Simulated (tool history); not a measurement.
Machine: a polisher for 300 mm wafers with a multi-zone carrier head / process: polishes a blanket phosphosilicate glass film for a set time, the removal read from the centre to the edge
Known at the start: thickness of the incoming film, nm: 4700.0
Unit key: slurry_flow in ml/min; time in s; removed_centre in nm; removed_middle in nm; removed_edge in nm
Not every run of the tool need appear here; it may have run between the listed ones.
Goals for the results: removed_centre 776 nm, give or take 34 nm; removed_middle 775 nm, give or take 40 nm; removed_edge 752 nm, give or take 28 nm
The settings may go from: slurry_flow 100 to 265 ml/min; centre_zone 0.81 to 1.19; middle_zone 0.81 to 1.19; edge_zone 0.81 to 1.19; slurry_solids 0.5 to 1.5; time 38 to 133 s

run  hour  slurry_flow  centre_zone  middle_zone  edge_zone  slurry_solids  time  removed_centre  removed_middle  removed_edge
  1     0          170            1            1          1              1    85          1044.1          1052.6        1019.9
  2   8.9          165         0.99         0.99       0.98            0.9    84          973.71          998.53        970.11
  3  13.7          165            1         0.98       0.97            0.8    82          885.88          921.48        899.85
  4  16.5          165         1.02         0.97       0.95           0.75    81          893.03          905.65         872.9
  5  25.1          165         1.02         0.97       0.89           0.75    81          879.85           870.7        839.27
  6  28.4          160         1.02         0.96       0.87            0.7    81          862.22          819.74        817.21
  7  29.1          155         1.01         0.97       0.86            0.7    81          825.28          841.24        807.39
  8  32.6          150         1.01         0.97       0.85            0.7    81          842.66           841.9        802.92
  9  40.6          150         1.01         0.96       0.84            0.7    81          836.16           813.1        791.76
 10  43.7          145            1         0.96       0.83            0.7    81          829.84          853.74        775.66

Exactly one of the 5 candidate moves below puts every result within its allowed miss. Which one?
  A  46.8          265         1.11         0.92       1.15            0.5    79               ?               ?             ?
  B  46.8          265         0.96         1.01       1.19            0.5    81               ?               ?             ?
  C  46.8          200         1.19         0.84       0.82           0.65    77               ?               ?             ?
  D  46.8          180         1.09         0.89       0.81            0.6    87               ?               ?             ?
  E  46.8          100         0.97         0.91       0.81            0.9    74               ?               ?             ?

move  removed_centre  removed_middle  removed_edge
   A          848.94          743.32        808.02
   B          752.47          824.79        841.96
   C          957.16          727.76        735.37
   D          945.51          824.97        792.26
   E          773.89          781.69        751.95
A: brings the result that was furthest off to its target, and leaves another outside
B: its largest miss is bigger than the last run's
C: moves the result that the last run missed by most past its target, out the other side
D: its largest miss is bigger than the last run's
E: all results in spec
The move that meets every target is E.

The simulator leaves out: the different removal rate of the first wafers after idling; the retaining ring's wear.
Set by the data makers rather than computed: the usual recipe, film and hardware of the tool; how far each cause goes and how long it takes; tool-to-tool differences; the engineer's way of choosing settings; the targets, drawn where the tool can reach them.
